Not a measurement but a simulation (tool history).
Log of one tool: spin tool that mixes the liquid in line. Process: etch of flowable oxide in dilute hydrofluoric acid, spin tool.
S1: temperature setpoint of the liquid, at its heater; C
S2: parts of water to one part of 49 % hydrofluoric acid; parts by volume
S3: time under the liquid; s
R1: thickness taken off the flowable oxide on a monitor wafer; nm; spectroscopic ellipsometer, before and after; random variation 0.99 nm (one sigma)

Run 1, hour 0.0: S1 23.0 C, S2 295 parts by volume, S3 320 s. Result: R1 40.298 nm.
Run 2, hour 8.3: S1 23.0 C, S2 295 parts by volume, S3 340 s. Result: R1 42.523 nm.
Run 3, hour 16.1: S1 23.0 C, S2 295 parts by volume, S3 340 s. Result: R1 42.722 nm.
Run 4, hour 18.3: S1 23.0 C, S2 250 parts by volume, S3 340 s. Result: R1 52.132 nm.
Run 5, hour 23.3: S1 23.0 C, S2 160 parts by volume, S3 340 s. Result: R1 90.022 nm.
Run 6, hour 24.8: S1 25.0 C, S2 150 parts by volume, S3 340 s. Result: R1 104.550 nm.
Run 7, hour 28.0: S1 26.5 C, S2 150 parts by volume, S3 340 s. Result: R1 110.520 nm.

The next listed run, before its measurement:
Run 8, hour 30.9: S1 27.5 C, S2 150 parts by volume, S3 340 s. Result: R1 ?.

Run 8 gave R1 114.500 nm.

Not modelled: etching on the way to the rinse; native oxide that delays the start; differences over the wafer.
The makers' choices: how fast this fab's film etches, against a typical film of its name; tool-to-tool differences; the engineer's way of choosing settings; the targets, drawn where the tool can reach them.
